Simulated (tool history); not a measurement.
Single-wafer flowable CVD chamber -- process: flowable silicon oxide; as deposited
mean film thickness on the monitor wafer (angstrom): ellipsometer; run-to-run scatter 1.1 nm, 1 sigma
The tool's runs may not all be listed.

run,day,heater temperature setpoint (°C),chamber pressure (Pa),RF power (W),deposition time (s),mean film thickness on the monitor wafer (angstrom)
1,0.000,90,136,2260,345,4168.6
2,0.138,96,136,2260,345,3339.5
3,0.333,97,136,2260,345,3232.0
4,0.404,98,136,2260,345,3117.1
5,0.625,98,136,2260,356,3219.6
6,0.846,94,136,2260,356,3665.6
7,1.125,96,136,2260,356,3450.1

Run 8 comes next. What will it give?
8,1.312,97,136,2260,356,?

Run 8 gave mean film thickness on the monitor wafer (angstrom) 3338.5.

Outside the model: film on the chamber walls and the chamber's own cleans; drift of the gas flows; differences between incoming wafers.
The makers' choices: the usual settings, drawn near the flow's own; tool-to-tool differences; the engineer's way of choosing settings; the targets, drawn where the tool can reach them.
